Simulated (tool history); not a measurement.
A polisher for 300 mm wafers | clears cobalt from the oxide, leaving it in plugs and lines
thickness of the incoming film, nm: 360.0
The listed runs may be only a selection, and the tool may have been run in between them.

run	hour	flow of slurry (ml/min)	pressure of the wafer on the pad (psi)	speed of the pad under the wafer (m/s)	overpolish time after the end point (s)	time until the end point was called (s)	dishing of a wide line in a test structure (nm)
1	0	265	2.2	0.9	22	94.649	45.864
2	2.8	255	2	0.86	20	102.32	42.37
3	9.7	255	1.8	0.86	20	111.06	39.614
4	15.4	240	1.7	0.82	18	122.42	36.752
5	22.7	285	1.7	0.82	18	120.42	36.014
6	25.8	285	1.9	0.82	18	112.22	37.532

Run 7 is up next; what results do you expect?
# hour 27.6: head pressure recalibrated
7	27.6	225	1.3	0.64	8	?	?

Run 7 came out at time until the end point was called (s) 166.57, dishing of a wide line in a test structure (nm) 16.262.
